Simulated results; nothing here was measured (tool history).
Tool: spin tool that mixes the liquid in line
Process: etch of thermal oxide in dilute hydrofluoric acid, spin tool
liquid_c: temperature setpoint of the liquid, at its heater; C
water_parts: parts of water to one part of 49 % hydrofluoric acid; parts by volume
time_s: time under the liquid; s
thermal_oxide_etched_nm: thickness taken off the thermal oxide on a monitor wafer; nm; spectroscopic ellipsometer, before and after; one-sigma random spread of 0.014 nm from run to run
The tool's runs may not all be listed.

| run | hour | liquid_c | water_parts | time_s | thermal_oxide_etched_nm |
|---|---|---|---|---|---|
| 1 | 0.0 | 25.0 | 175 | 85 | 2.2542 |
| 2 | 3.6 | 27.5 | 175 | 85 | 2.4596 |
| 3 | 11.4 | 27.5 | 205 | 85 | 2.0296 |
| 4 | 18.4 | 27.5 | 205 | 85 | 2.0507 |
| 5 | 25.0 | 28.5 | 195 | 85 | 2.2466 |
| 6 | 26.4 | 29.5 | 190 | 85 | 2.3943 |
| 7 | 30.1 | 30.0 | 185 | 85 | 2.5083 |
| 8 | 32.4 | 30.5 | 180 | 85 | 2.6417 |

The next listed run, before its measurement:
| 9 | 37.6 | 31.0 | 175 | 85 | ? |

thermal_oxide_etched_nm: 2.7959 nm
